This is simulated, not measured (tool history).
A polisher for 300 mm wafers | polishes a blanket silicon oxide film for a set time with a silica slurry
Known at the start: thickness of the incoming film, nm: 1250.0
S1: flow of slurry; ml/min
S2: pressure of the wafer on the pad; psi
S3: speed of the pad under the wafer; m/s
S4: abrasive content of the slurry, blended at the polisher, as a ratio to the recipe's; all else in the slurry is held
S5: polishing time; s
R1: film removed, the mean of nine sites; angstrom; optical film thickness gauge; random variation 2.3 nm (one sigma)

run,hour,S1,S2,S3,S4,S5,R1
1,0,235,4.8,1.42,1,110,4743
2,0.9,235,4.3,1.3,1,110,4045.5
3,3.3,235,3.9,1.18,1,110,3458.8
4,9.7,235,3.9,1.18,0.85,110,3202.4
5,13.5,235,3.9,1.18,0.85,115,3303.3
6,18.3,235,3.6,1.1,0.85,115,3057.6

Forecast run 7:
7,19.1,235,2.2,0.7,0.75,114,?

{"run 7": {"R1": 1452.5}}
